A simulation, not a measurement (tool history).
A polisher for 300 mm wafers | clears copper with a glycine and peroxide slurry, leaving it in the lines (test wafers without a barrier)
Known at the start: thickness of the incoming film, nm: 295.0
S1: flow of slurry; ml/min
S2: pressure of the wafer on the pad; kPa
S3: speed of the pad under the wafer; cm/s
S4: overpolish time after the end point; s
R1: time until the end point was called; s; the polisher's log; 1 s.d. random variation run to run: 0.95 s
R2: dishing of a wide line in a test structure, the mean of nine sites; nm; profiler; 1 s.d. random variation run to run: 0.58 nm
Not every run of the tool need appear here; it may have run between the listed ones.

run,hour,S1,S2,S3,S4,R1,R2
1,0.0,290,11.7,88,11,94.981,23.897
2,3.1,290,11.7,70,11,106.000,21.626
3,7.8,290,12.4,70,11,103.620,21.732
4,8.6,290,13.1,70,11,99.395,22.286
5,13.7,290,13.1,70,15,100.040,28.736
6,17.7,290,13.8,70,15,95.990,30.227
7,26.5,290,14.5,70,15,93.014,31.007
8,27.4,290,15.9,72,15,86.242,33.993

What does the tool deliver on the next run?
9,33.8,290,16.5,72,15,?,?

{"run 9": {"R1": 84.249, "R2": 34.336}}

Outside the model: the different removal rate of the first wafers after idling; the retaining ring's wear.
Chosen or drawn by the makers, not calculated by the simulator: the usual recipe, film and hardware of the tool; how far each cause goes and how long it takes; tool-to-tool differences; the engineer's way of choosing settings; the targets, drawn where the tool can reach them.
